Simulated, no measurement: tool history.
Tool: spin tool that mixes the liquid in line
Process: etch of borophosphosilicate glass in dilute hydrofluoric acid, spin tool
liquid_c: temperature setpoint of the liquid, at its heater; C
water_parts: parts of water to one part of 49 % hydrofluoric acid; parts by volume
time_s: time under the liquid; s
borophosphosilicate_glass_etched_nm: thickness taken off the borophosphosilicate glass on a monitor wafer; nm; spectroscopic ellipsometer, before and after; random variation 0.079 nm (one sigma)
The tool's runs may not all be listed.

run,hour,liquid_c,water_parts,time_s,borophosphosilicate_glass_etched_nm
1,0.0,26.0,130,50,15.780
2,1.0,23.0,130,50,14.176
3,5.6,25.5,125,50,16.232
4,6.5,25.5,100,50,21.137
5,14.5,27.5,100,50,22.824
6,20.7,28.0,100,50,23.242
7,22.6,28.5,100,50,23.595

The next listed run, before its measurement:
8,26.8,29.0,100,50,?

borophosphosilicate_glass_etched_nm: 24.009 nm
